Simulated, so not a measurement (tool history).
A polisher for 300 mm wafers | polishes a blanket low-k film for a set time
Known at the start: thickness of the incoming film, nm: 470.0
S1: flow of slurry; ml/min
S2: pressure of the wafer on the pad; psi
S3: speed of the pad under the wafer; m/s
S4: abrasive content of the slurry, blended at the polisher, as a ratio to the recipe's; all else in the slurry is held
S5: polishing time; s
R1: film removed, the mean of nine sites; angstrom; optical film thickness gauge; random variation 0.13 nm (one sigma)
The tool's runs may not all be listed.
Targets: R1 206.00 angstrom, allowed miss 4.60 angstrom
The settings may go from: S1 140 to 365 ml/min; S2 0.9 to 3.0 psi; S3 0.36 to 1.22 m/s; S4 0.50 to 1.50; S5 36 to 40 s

{"run": 1, "hour": 0.0, "S1": 235, "S2": 1.9, "S3": 0.78, "S4": 1.0, "S5": 40, "R1": 154.38}
{"run": 2, "hour": 1.1, "S1": 235, "S2": 1.9, "S3": 0.78, "S4": 1.0, "S5": 36, "R1": 138.64}
{"run": 3, "hour": 4.5, "S1": 240, "S2": 2.1, "S3": 0.78, "S4": 1.0, "S5": 36, "R1": 153.27}
{"run": 4, "hour": 6.3, "S1": 215, "S2": 2.1, "S3": 0.78, "S4": 1.0, "S5": 36, "R1": 150.75}
{"run": 5, "hour": 12.0, "S1": 235, "S2": 2.2, "S3": 0.78, "S4": 1.0, "S5": 36, "R1": 159.7}
{"run": 6, "hour": 13.5, "S1": 210, "S2": 2.2, "S3": 0.78, "S4": 1.0, "S5": 36, "R1": 157.27}
{"run": 7, "hour": 16.3, "S1": 230, "S2": 2.3, "S3": 0.78, "S4": 1.0, "S5": 36, "R1": 166.09}
{"run": 8, "hour": 22.5, "S1": 245, "S2": 2.4, "S3": 0.78, "S4": 1.0, "S5": 36, "R1": 175.72}
{"run": 9, "hour": 23.1, "S1": 255, "S2": 2.5, "S3": 0.78, "S4": 1.0, "S5": 36, "R1": 182.16}
{"run": 10, "hour": 30.8, "S1": 260, "S2": 2.6, "S3": 0.78, "S4": 1.0, "S5": 36, "R1": 191.43}
{"run": 11, "hour": 33.1, "S1": 265, "S2": 2.6, "S3": 0.78, "S4": 1.0, "S5": 36, "R1": 192.25}
{"run": 12, "hour": 34.5, "S1": 270, "S2": 2.6, "S3": 0.78, "S4": 1.0, "S5": 36, "R1": 192.9}
{"run": 13, "hour": 39.5, "S1": 275, "S2": 2.6, "S3": 0.78, "S4": 1.0, "S5": 36, "R1": 190.59}
{"run": 14, "hour": 46.0, "S1": 275, "S2": 2.7, "S3": 0.78, "S4": 1.0, "S5": 36, "R1": 198.18}

Which of these 4 next moves meets every target?
{"run": "A", "hour": 52.5, "S1": 285, "S2": 2.9, "S3": 0.66, "S4": 1.05, "S5": 36, "R1": "?"}
{"run": "B", "hour": 52.5, "S1": 280, "S2": 2.4, "S3": 0.88, "S4": 1.0, "S5": 36, "R1": "?"}
{"run": "C", "hour": 52.5, "S1": 260, "S2": 2.3, "S3": 0.86, "S4": 1.05, "S5": 40, "R1": "?"}
{"run": "D", "hour": 52.5, "S1": 295, "S2": 2.6, "S3": 0.76, "S4": 1.05, "S5": 36, "R1": "?"}

move=A R1=193.03
move=B R1=197.71
move=C R1=209.27
move=D R1=194.85
A: further off than the last run
B: further off than the last run
C: meets every target
D: further off than the last run
The right move is C.
